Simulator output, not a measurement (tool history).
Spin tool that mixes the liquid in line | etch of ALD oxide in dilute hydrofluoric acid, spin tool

| run | hour | temperature setpoint of the liquid (C) | parts of water to one part of 49 % hydrofluoric acid (parts by volume) | time under the liquid (s) | thickness taken off the ALD oxide on a monitor wafer (angstrom) |
|---|---|---|---|---|---|
| 1 | 0.0 | 24.0 | 70 | 100 | 385.15 |
| 2 | 3.5 | 24.0 | 85 | 100 | 308.06 |
| 3 | 10.3 | 26.0 | 85 | 100 | 338.24 |
| 4 | 15.9 | 26.0 | 85 | 100 | 337.70 |
| 5 | 24.6 | 26.0 | 70 | 100 | 419.03 |
| 6 | 28.6 | 26.0 | 70 | 100 | 410.89 |
| 7 | 37.5 | 26.0 | 70 | 100 | 419.14 |
| 8 | 46.0 | 26.5 | 65 | 100 | 461.84 |
| 9 | 47.0 | 30.5 | 45 | 100 | 805.61 |

The next listed run, before its measurement:
|  | 54.3 | hydrofluoric acid flow meter replaced |
| 10 | 54.3 | 29.5 | 45 | 100 | ? |

{"run 10": {"thickness taken off the ALD oxide on a monitor wafer (angstrom)": 843.46}}
